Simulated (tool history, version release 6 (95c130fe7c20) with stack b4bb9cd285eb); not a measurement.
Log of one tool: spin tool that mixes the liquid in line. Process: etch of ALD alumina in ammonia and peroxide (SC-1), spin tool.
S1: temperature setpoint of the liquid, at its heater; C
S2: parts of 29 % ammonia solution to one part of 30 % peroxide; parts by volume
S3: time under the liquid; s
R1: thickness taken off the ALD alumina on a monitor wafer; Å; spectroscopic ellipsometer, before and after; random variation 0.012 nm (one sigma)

{"run": 1, "day": 0.0, "S1": 60.0, "S2": 0.7, "S3": 60, "R1": 38.872}
{"run": 2, "day": 0.067, "S1": 60.0, "S2": 0.7, "S3": 40, "R1": 26.001}
{"run": 3, "day": 0.171, "S1": 57.5, "S2": 0.7, "S3": 40, "R1": 22.847}
{"run": 4, "day": 0.412, "S1": 57.5, "S2": 0.7, "S3": 60, "R1": 33.968}
{"run": 5, "day": 0.725, "S1": 54.0, "S2": 0.65, "S3": 55, "R1": 26.109}
{"run": 6, "day": 1.104, "S1": 51.5, "S2": 0.65, "S3": 55, "R1": 22.786}

Forecast run 7:
{"run": 7, "day": 1.475, "S1": 49.5, "S2": 0.65, "S3": 55, "R1": "?"}

Run 7 gave R1 20.063 Å.
